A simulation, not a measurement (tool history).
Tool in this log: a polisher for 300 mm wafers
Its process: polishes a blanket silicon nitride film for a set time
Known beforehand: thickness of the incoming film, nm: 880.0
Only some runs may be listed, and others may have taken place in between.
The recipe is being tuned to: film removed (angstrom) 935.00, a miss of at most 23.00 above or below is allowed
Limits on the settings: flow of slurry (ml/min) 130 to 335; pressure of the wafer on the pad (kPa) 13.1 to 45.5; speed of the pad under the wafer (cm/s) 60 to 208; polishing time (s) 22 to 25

run,day,flow of slurry (ml/min),pressure of the wafer on the pad (kPa),speed of the pad under the wafer (cm/s),polishing time (s),film removed (angstrom)
1,0.000,215,29.0,134,25,686.54
2,0.358,220,31.0,134,25,722.36
3,0.458,220,31.0,110,25,612.67
4,0.746,220,36.5,110,25,675.65
5,0.779,230,38.6,114,25,720.51
6,0.883,230,38.6,142,25,863.00
7,0.958,230,40.0,142,25,895.73
8,1.292,230,40.7,142,25,904.38
9,1.404,230,41.4,142,25,900.39

Which one of the following 5 next-run settings gets every result inside its allowed miss? There is exactly one.
A,1.517,230,40.7,162,25,?
B,1.517,255,44.1,154,23,?
C,1.517,225,35.9,162,24,?
D,1.517,260,40.0,160,22,?
E,1.517,315,45.5,144,25,?

move,film removed (angstrom)
A,1004.30
B,948.33
C,884.49
D,875.93
E,1017.30
A: takes the biggest miss from the last run beyond its target
B: hits every target within its allowed miss
C: moves away from the targets compared with the last run
D: moves away from the targets compared with the last run
E: takes the biggest miss from the last run beyond its target
B meets every target.
